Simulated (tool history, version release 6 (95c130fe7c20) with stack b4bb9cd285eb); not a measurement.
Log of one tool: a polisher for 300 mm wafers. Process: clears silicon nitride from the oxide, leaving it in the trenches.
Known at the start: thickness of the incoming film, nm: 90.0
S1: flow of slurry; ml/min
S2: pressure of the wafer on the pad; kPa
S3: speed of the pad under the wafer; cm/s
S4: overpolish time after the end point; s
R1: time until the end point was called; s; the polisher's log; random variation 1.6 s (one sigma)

run	hour	S1	S2	S3	S4	R1
1	0.0	310	12.4	96	19	175.53
2	5.1	255	12.4	96	19	183.77
3	11.9	255	9.7	96	19	221.64
4	19.6	255	9.7	96	19	229.39
5	28.3	260	10.3	96	19	209.27
6	30.1	260	10.3	74	19	280.18
7	39.1	260	10.3	74	19	279.13
8	45.6	260	13.8	82	19	184.33
9	52.3	260	14.5	82	19	177.22

Forecast run 10:
10	57.5	260	15.2	82	19	?

R1: 168.62 s
